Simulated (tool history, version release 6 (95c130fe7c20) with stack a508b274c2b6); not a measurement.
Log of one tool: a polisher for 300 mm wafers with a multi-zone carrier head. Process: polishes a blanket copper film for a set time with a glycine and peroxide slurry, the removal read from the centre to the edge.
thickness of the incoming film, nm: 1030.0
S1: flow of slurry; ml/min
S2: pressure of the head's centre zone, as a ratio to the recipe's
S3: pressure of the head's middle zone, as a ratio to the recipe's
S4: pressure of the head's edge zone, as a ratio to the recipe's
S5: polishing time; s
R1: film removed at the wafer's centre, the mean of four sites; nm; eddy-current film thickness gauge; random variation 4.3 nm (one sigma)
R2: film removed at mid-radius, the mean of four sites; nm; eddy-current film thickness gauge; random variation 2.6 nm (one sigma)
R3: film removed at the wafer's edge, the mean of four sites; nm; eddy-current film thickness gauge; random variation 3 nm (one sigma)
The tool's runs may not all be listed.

{"run": 1, "hour": 0.0, "S1": 290, "S2": 1.0, "S3": 1.0, "S4": 1.0, "S5": 48, "R1": 183.95, "R2": 178.46, "R3": 181.52}
{"run": 2, "hour": 0.7, "S1": 355, "S2": 1.0, "S3": 1.0, "S4": 1.0, "S5": 48, "R1": 194.83, "R2": 186.71, "R3": 182.59}
{"run": 3, "hour": 8.8, "S1": 400, "S2": 1.0, "S3": 1.0, "S4": 1.0, "S5": 48, "R1": 192.76, "R2": 187.24, "R3": 187.0}
{"run": 4, "hour": 15.2, "S1": 400, "S2": 1.02, "S3": 1.02, "S4": 1.0, "S5": 50, "R1": 203.59, "R2": 198.24, "R3": 193.35}
{"run": 5, "hour": 22.7, "S1": 400, "S2": 1.02, "S3": 1.02, "S4": 1.07, "S5": 50, "R1": 209.77, "R2": 193.43, "R3": 197.86}
{"run": 6, "hour": 25.0, "S1": 400, "S2": 1.02, "S3": 0.96, "S4": 1.07, "S5": 50, "R1": 209.79, "R2": 185.47, "R3": 204.13}

The next listed run, before its measurement:
{"run": 7, "hour": 33.6, "S1": 400, "S2": 1.03, "S3": 0.98, "S4": 1.06, "S5": 52, "R1": "?", "R2": "?", "R3": "?"}

R1: 213.59 nm
R2: 201.10 nm
R3: 210.68 nm
